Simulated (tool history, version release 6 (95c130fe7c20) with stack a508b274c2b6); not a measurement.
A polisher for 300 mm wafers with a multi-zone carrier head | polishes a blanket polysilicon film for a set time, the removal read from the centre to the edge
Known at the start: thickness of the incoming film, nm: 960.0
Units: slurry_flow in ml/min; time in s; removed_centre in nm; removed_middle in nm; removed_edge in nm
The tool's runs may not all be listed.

{"run": 1, "hour": 0.0, "slurry_flow": 140, "centre_zone": 1.0, "middle_zone": 1.0, "edge_zone": 1.0, "time": 58, "removed_centre": 298.58, "removed_middle": 296.39, "removed_edge": 297.35}
{"run": 2, "hour": 4.0, "slurry_flow": 140, "centre_zone": 1.03, "middle_zone": 0.97, "edge_zone": 0.94, "time": 47, "removed_centre": 249.4, "removed_middle": 235.72, "removed_edge": 236.88}
{"run": 3, "hour": 12.5, "slurry_flow": 105, "centre_zone": 1.03, "middle_zone": 0.97, "edge_zone": 0.94, "time": 47, "removed_centre": 230.85, "removed_middle": 222.08, "removed_edge": 220.78}
{"run": 4, "hour": 20.8, "slurry_flow": 100, "centre_zone": 1.06, "middle_zone": 0.95, "edge_zone": 0.9, "time": 42, "removed_centre": 208.59, "removed_middle": 191.34, "removed_edge": 196.62}
{"run": 5, "hour": 29.8, "slurry_flow": 100, "centre_zone": 1.1, "middle_zone": 0.96, "edge_zone": 0.87, "time": 39, "removed_centre": 200.08, "removed_middle": 178.7, "removed_edge": 176.99}
{"run": 6, "hour": 33.3, "slurry_flow": 100, "centre_zone": 1.16, "middle_zone": 0.96, "edge_zone": 0.87, "time": 39, "removed_centre": 211.06, "removed_middle": 179.23, "removed_edge": 180.65}
{"run": 7, "hour": 34.1, "slurry_flow": 100, "centre_zone": 1.16, "middle_zone": 0.96, "edge_zone": 0.85, "time": 38, "removed_centre": 204.58, "removed_middle": 172.77, "removed_edge": 175.26}

Forecast run 8:
{"run": 8, "hour": 42.3, "slurry_flow": 95, "centre_zone": 1.17, "middle_zone": 0.97, "edge_zone": 0.84, "time": 37, "removed_centre": "?", "removed_middle": "?", "removed_edge": "?"}

Run 8 gave removed_centre 197.20 nm, removed_middle 169.99 nm, removed_edge 164.50 nm.

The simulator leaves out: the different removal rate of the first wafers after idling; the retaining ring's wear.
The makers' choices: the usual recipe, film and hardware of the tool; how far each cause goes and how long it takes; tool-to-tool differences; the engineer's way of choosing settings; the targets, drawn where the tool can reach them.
